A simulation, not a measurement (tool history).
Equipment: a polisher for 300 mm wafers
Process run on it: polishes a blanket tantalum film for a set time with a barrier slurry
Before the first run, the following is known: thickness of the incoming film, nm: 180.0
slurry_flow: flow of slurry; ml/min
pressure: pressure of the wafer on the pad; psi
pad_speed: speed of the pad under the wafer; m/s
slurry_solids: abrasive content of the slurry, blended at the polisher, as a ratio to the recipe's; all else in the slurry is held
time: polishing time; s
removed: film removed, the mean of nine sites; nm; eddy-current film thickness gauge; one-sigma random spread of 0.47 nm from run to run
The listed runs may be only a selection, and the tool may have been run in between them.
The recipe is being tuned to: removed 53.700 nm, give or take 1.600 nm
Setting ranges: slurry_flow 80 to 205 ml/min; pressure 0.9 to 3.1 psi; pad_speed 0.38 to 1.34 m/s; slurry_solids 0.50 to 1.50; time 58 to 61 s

run    day  slurry_flow  pressure  pad_speed  slurry_solids  time  removed
  1  0.000          135       2.0       0.86           1.00    58   62.194
  2  0.071          115       2.0       0.86           1.00    58   61.054
  3  0.138          115       2.3       0.86           1.00    58   67.586
  4  0.217          115       2.6       0.86           1.00    58   74.448
  5  0.533          115       2.6       0.86           1.20    58   78.546
  6  0.867          115       2.3       0.86           1.20    58   70.915
  7  0.929          115       2.2       0.86           1.20    58   69.418
  8  1.304          115       2.1       0.86           1.20    58   66.055
     1.529  -- slurry blender recalibrated
  9  1.529          100       1.7       0.86           1.20    58   63.192
 10  1.575          105       1.6       0.86           1.20    58   60.975
 11  1.908          105       1.6       0.86           1.20    58   60.028
 12  2.000          105       1.4       0.86           1.20    58   55.958

Which one of the following 4 next-run settings gets every result inside its allowed miss? There is exactly one.
  A  2.092          110       1.5       0.74           1.50    61        ?
  B  2.092          100       1.4       0.82           1.20    59        ?
  C  2.092          115       1.5       0.72           1.15    58        ?
  D  2.092          115       1.4       0.86           1.30    59        ?

move  removed
   A   56.985
   B   53.946
   C   50.206
   D   58.494
A: further off than the last run
B: all results in spec
C: pushes the last run's worst result past its target
D: further off than the last run
The move that meets every target is B.
